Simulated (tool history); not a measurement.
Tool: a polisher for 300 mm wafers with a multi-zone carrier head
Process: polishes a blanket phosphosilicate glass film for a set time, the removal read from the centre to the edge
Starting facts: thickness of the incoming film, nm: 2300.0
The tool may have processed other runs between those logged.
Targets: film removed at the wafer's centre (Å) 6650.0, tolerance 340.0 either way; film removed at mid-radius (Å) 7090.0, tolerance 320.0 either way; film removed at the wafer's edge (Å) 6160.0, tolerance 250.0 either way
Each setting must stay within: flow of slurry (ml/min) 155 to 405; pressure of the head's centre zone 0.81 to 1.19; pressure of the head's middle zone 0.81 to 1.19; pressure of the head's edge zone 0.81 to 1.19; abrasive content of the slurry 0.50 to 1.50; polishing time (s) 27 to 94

run    day  flow of slurry (ml/min)  pressure of the head's centre zone  pressure of the head's middle zone  pressure of the head's edge zone  abrasive content of the slurry  polishing time (s)  film removed at the wafer's centre (Å)  film removed at mid-radius (Å)  film removed at the wafer's edge (Å)
  1  0.000                      260                                1.00                                1.00                              1.00                            1.00                  60                                  5678.1                          5264.8                                5651.3
  2  0.196                      270                                1.01                                1.06                              0.98                            1.05                  60                                  5802.2                          5884.7                                5733.9
  3  0.279                      270                                1.09                                1.06                              0.98                            1.05                  60                                  6273.5                          5922.3                                5544.8
  4  0.392                      275                                1.09                                1.09                              1.00                            1.10                  60                                  6270.4                          6235.2                                5780.9
  5  0.729                      280                                1.10                                1.11                              1.00                            1.15                  60                                  6585.4                          6330.5                                5864.0
  6  1.046                      220                                1.10                                1.11                              1.00                            1.15                  60                                  6484.3                          6239.3                                5906.4
  7  1.175                      225                                1.09                                1.14                              0.99                            1.20                  60                                  6269.6                          6585.8                                5925.1
  8  1.442                      225                                1.10                                1.15                              1.00                            1.25                  60                                  6564.1                          6664.9                                6062.8

Which one of the following 5 next-run settings gets every result inside its allowed miss? There is exactly one.
  A  1.708                      240                                1.16                                1.12                              1.07                            1.50                  52                                       ?                               ?                                     ?
  B  1.708                      235                                1.13                                1.09                              1.01                            1.15                  59                                       ?                               ?                                     ?
  C  1.708                      210                                1.17                                1.13                              0.92                            1.05                  62                                       ?                               ?                                     ?
  D  1.708                      240                                1.07                                1.17                              0.96                            1.15                  64                                       ?                               ?                                     ?
  E  1.708                      270                                1.15                                1.13                              0.98                            1.25                  56                                       ?                               ?                                     ?

move  film removed at the wafer's centre (Å)  film removed at mid-radius (Å)  film removed at the wafer's edge (Å)
   A                                  6690.2                          5887.4                                5739.2
   B                                  6695.5                          5914.3                                5739.3
   C                                  6955.8                          6123.6                                5522.6
   D                                  6892.0                          6832.9                                6077.5
   E                                  6763.5                          6044.3                                5586.8
A: misses by more than the last run did
B: misses by more than the last run did
C: misses by more than the last run did
D: all results in spec
E: misses by more than the last run did
D is the move that brings every result within its allowed miss.
